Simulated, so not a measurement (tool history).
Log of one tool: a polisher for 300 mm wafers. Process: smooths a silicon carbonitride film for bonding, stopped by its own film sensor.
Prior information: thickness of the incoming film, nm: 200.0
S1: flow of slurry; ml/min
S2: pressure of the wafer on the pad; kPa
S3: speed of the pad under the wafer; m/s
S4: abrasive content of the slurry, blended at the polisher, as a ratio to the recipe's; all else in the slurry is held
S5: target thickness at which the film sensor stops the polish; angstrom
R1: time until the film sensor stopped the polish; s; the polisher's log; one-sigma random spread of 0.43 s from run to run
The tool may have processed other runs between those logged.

| run | day | S1 | S2 | S3 | S4 | S5 | R1 |
|---|---|---|---|---|---|---|---|
| 1 | 0 | 275 | 10.3 | 1 | 1 | 1860 | 65.792 |
| 2 | 0.158 | 240 | 10.3 | 1 | 1 | 1860 | 66.949 |
| 3 | 0.283 | 240 | 11.7 | 1.02 | 1 | 1860 | 59.028 |
| 4 | 0.592 | 300 | 11.7 | 1.02 | 1 | 1860 | 58.637 |
| 5 | 0.704 | 300 | 13.1 | 1.06 | 1 | 1860 | 51.518 |
| 6 | 0.775 | 300 | 13.1 | 1.06 | 1 | 1860 | 51.632 |

What will run 7 give?
| 7 | 1.133 | 300 | 13.8 | 1.1 | 1 | 1860 | ? |

Logged for run 7: R1 47.768 s.
